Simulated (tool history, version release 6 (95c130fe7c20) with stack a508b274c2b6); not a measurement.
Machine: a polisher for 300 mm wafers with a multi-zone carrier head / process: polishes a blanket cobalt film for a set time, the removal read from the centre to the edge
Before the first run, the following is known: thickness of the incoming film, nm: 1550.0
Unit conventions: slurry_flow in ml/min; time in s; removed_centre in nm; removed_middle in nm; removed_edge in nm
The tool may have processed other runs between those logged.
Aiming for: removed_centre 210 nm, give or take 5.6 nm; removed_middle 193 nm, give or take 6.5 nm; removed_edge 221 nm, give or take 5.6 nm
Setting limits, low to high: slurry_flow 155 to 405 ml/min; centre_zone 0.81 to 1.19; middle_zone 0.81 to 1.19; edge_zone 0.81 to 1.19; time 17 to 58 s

{"run": 1, "hour": 0.0, "slurry_flow": 260, "centre_zone": 1, "middle_zone": 1, "edge_zone": 1, "time": 37, "removed_centre": 175.82, "removed_middle": 168.45, "removed_edge": 177.77}
{"run": 2, "hour": 2.7, "slurry_flow": 260, "centre_zone": 0.93, "middle_zone": 1, "edge_zone": 1, "time": 37, "removed_centre": 165.02, "removed_middle": 169.85, "removed_edge": 175.67}
{"run": 3, "hour": 8.2, "slurry_flow": 270, "centre_zone": 0.96, "middle_zone": 1, "edge_zone": 1.05, "time": 38, "removed_centre": 176.45, "removed_middle": 177.71, "removed_edge": 185.81}
{"run": 4, "hour": 12.9, "slurry_flow": 270, "centre_zone": 0.97, "middle_zone": 0.98, "edge_zone": 1.08, "time": 39, "removed_centre": 181.65, "removed_middle": 181.67, "removed_edge": 196.68}
{"run": 5, "hour": 19.3, "slurry_flow": 285, "centre_zone": 1, "middle_zone": 0.97, "edge_zone": 1.11, "time": 39, "removed_centre": 186.19, "removed_middle": 176.99, "removed_edge": 198.71}
{"run": 6, "hour": 24.8, "slurry_flow": 285, "centre_zone": 1, "middle_zone": 1.02, "edge_zone": 1.11, "time": 39, "removed_centre": 183.44, "removed_middle": 187.2, "removed_edge": 200.94}
{"run": 7, "hour": 26.6, "slurry_flow": 290, "centre_zone": 1.04, "middle_zone": 1.02, "edge_zone": 1.13, "time": 39, "removed_centre": 195.44, "removed_middle": 185.64, "removed_edge": 200.87}
{"run": 8, "hour": 31.1, "slurry_flow": 295, "centre_zone": 1.04, "middle_zone": 1.01, "edge_zone": 1.15, "time": 40, "removed_centre": 198.8, "removed_middle": 191.34, "removed_edge": 206.27}
{"run": 9, "hour": 39.1, "slurry_flow": 300, "centre_zone": 1.04, "middle_zone": 0.99, "edge_zone": 1.16, "time": 41, "removed_centre": 204.4, "removed_middle": 191.43, "removed_edge": 211.75}
{"run": 10, "hour": 40.7, "slurry_flow": 300, "centre_zone": 1.04, "middle_zone": 0.99, "edge_zone": 1.16, "time": 41, "removed_centre": 203.12, "removed_middle": 190.75, "removed_edge": 214.23}

Next run, 4 choices. One meets every target within its allowed miss, the rest don't. Which?
{"run": "A", "hour": 42.3, "slurry_flow": 295, "centre_zone": 0.95, "middle_zone": 1.04, "edge_zone": 1.03, "time": 41, "removed_centre": "?", "removed_middle": "?", "removed_edge": "?"}
{"run": "B", "hour": 42.3, "slurry_flow": 225, "centre_zone": 1.05, "middle_zone": 0.97, "edge_zone": 1.16, "time": 44, "removed_centre": "?", "removed_middle": "?", "removed_edge": "?"}
{"run": "C", "hour": 42.3, "slurry_flow": 320, "centre_zone": 1.13, "middle_zone": 1, "edge_zone": 1.05, "time": 42, "removed_centre": "?", "removed_middle": "?", "removed_edge": "?"}
{"run": "D", "hour": 42.3, "slurry_flow": 220, "centre_zone": 1.04, "middle_zone": 1.08, "edge_zone": 1.09, "time": 42, "removed_centre": "?", "removed_middle": "?", "removed_edge": "?"}

move=A removed_centre=187 removed_middle=197.89 removed_edge=202.65
move=B removed_centre=209.74 removed_middle=193.57 removed_edge=224.81
move=C removed_centre=222.83 removed_middle=197.54 removed_edge=210.89
move=D removed_centre=198.07 removed_middle=201.75 removed_edge=207.35
A: misses by more than the last run did
B: every result lands within tolerance
C: takes the biggest miss from the last run beyond its target
D: misses by more than the last run did
Correct choice: B, which meets every target
